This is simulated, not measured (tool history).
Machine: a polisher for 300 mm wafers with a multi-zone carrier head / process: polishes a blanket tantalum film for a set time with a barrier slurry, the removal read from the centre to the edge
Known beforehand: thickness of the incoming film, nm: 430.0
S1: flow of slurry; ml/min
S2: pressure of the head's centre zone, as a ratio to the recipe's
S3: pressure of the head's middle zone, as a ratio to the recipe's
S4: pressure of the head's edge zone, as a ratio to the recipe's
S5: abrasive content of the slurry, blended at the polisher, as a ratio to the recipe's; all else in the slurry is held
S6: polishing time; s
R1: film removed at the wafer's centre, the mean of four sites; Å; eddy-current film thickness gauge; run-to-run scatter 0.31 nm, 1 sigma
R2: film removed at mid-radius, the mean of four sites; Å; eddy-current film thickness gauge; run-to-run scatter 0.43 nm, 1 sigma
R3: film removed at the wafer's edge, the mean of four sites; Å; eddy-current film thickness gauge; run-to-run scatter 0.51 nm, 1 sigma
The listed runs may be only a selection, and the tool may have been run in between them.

| run | hour | S1 | S2 | S3 | S4 | S5 | S6 | R1 | R2 | R3 |
|---|---|---|---|---|---|---|---|---|---|---|
| 1 | 0.0 | 255 | 1.00 | 1.00 | 1.00 | 1.00 | 53 | 682.18 | 639.98 | 673.80 |
| 2 | 7.1 | 255 | 1.00 | 1.00 | 1.00 | 1.00 | 66 | 850.91 | 818.43 | 837.79 |
| 3 | 15.0 | 260 | 1.01 | 0.99 | 0.97 | 0.90 | 62 | 781.78 | 729.42 | 757.46 |
| 4 | 22.1 | 260 | 1.01 | 0.99 | 0.97 | 0.90 | 51 | 639.66 | 598.59 | 619.45 |
| 5 | 27.2 | 285 | 1.01 | 0.99 | 0.97 | 0.90 | 51 | 652.69 | 606.30 | 623.71 |
| 6 | 31.2 | 285 | 1.01 | 0.99 | 0.89 | 0.90 | 51 | 642.64 | 602.56 | 604.69 |
| 7 | 37.0 | 290 | 1.02 | 0.98 | 0.88 | 0.85 | 49 | 621.58 | 575.78 | 565.03 |
| 8 | 38.9 | 255 | 1.01 | 0.88 | 0.82 | 0.60 | 43 | 473.48 | 409.79 | 434.59 |
| 9 | 43.5 | 255 | 1.01 | 0.88 | 0.82 | 0.60 | 43 | 478.58 | 400.81 | 426.43 |
| 10 | 50.1 | 265 | 1.01 | 0.88 | 0.82 | 0.60 | 43 | 473.80 | 411.13 | 427.66 |

Predict the results of run 11:
| 11 | 56.6 | 270 | 1.02 | 0.88 | 0.82 | 0.60 | 43 | ? | ? | ? |

Run 11 yielded R1 480.13 Å, R2 404.32 Å, R3 440.55 Å.

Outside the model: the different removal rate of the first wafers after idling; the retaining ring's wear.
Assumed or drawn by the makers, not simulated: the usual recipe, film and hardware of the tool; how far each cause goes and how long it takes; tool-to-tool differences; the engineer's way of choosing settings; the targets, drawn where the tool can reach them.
